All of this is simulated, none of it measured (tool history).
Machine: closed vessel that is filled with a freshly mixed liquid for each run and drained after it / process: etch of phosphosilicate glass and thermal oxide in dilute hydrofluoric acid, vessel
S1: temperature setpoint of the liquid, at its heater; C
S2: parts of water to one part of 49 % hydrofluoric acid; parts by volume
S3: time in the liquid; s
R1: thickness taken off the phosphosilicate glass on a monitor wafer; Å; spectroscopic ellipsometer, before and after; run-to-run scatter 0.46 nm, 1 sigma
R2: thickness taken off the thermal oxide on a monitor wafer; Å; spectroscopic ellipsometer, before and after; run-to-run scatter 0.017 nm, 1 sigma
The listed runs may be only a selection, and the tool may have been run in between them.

{"run": 1, "hour": 0.0, "S1": 25.0, "S2": 80, "S3": 60, "R1": 692.18, "R2": 35.433}
{"run": 2, "hour": 9.0, "S1": 23.5, "S2": 80, "S3": 60, "R1": 661.13, "R2": 33.6}
{"run": 3, "hour": 14.7, "S1": 25.0, "S2": 80, "S3": 60, "R1": 701.48, "R2": 35.472}
{"run": 4, "hour": 22.3, "S1": 24.0, "S2": 80, "S3": 60, "R1": 668.36, "R2": 34.386}
{"run": 5, "hour": 29.6, "S1": 24.0, "S2": 90, "S3": 60, "R1": 592.55, "R2": 29.883}
{"run": 6, "hour": 34.8, "S1": 24.0, "S2": 120, "S3": 60, "R1": 426.74, "R2": 21.396}
{"run": 7, "hour": 43.6, "S1": 24.5, "S2": 120, "S3": 60, "R1": 433.62, "R2": 22.017}
{"run": 8, "hour": 51.3, "S1": 25.0, "S2": 120, "S3": 60, "R1": 446.56, "R2": 22.243}
{"run": 9, "hour": 54.8, "S1": 25.5, "S2": 120, "S3": 60, "R1": 453.2, "R2": 23.016}
{"run": 10, "hour": 63.9, "S1": 26.0, "S2": 120, "S3": 60, "R1": 454.64, "R2": 23.338}
{"run": 11, "hour": 66.9, "S1": 27.0, "S2": 115, "S3": 60, "R1": 508.3, "R2": 25.357}

Forecast run 12:
{"run": 12, "hour": 69.8, "S1": 27.5, "S2": 115, "S3": 60, "R1": "?", "R2": "?"}

Logged for run 12: R1 513.56 Å, R2 25.997 Å.
